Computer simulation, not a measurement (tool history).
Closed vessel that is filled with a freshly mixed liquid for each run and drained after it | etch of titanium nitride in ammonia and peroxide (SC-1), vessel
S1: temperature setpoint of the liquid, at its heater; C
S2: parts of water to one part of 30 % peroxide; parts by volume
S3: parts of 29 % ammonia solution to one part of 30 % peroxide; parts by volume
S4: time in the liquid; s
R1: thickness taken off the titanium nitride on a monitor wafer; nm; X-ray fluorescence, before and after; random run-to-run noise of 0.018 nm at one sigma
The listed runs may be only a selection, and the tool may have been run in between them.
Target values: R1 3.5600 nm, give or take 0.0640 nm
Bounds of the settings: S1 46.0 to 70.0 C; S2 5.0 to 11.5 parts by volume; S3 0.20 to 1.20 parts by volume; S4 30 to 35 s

| run | hour | S1 | S2 | S3 | S4 | R1 |
|---|---|---|---|---|---|---|
| 1 | 0.0 | 62.0 | 6.5 | 0.85 | 35 | 5.3406 |
| 2 | 4.0 | 62.0 | 6.5 | 1.10 | 35 | 5.5341 |
| 3 | 9.0 | 62.0 | 6.5 | 0.85 | 35 | 5.3350 |
| 4 | 18.1 | 62.0 | 8.5 | 0.85 | 35 | 4.7447 |
| 5 | 20.6 | 62.0 | 8.5 | 1.00 | 35 | 4.8457 |
| 6 | 26.5 | 61.0 | 8.5 | 1.00 | 35 | 4.5388 |
| 7 | 29.2 | 60.0 | 8.5 | 1.00 | 35 | 4.2246 |
| 8 | 32.5 | 59.5 | 8.5 | 1.00 | 35 | 4.1252 |
| 9 | 33.7 | 59.0 | 8.5 | 1.00 | 35 | 4.0109 |
| 10 | 37.2 | 57.0 | 8.5 | 1.00 | 35 | 3.4530 |

Pick the move, out of 5, that brings all results within their allowed miss; only one does.
| A | 40.7 | 58.0 | 8.5 | 1.05 | 35 | ? |
| B | 40.7 | 59.0 | 10.0 | 1.00 | 35 | ? |
| C | 40.7 | 59.0 | 9.0 | 0.75 | 35 | ? |
| D | 40.7 | 59.0 | 8.0 | 1.20 | 30 | ? |
| E | 40.7 | 58.5 | 9.0 | 0.90 | 35 | ? |

| move | R1 |
|---|---|
| A | 3.7716 |
| B | 3.6937 |
| C | 3.7251 |
| D | 3.6199 |
| E | 3.7069 |
A: takes the biggest miss from the last run beyond its target
B: takes the biggest miss from the last run beyond its target
C: takes the biggest miss from the last run beyond its target
D: all results in spec
E: takes the biggest miss from the last run beyond its target
So the answer is move D, the one that meets all the targets.

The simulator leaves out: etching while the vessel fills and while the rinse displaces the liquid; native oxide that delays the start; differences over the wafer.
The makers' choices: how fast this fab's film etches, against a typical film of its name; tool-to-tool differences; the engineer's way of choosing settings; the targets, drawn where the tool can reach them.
